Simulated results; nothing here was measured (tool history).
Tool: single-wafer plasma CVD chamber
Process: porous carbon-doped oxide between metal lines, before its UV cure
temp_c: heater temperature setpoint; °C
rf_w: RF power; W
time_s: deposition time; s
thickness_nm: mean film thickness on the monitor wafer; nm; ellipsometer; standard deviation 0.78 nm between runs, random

run	hour	temp_c	rf_w	time_s	thickness_nm
1	0.0	295	440	23.0	111.20
2	3.7	295	440	21.8	106.32
3	6.2	293	450	21.8	108.25
4	7.3	291	465	21.9	112.89
5	15.6	291	465	23.0	118.66
6	18.4	291	465	23.0	117.65

Forecast run 7:
7	25.7	289	470	23.0	?

{"run 7": {"thickness_nm": 120.75}}
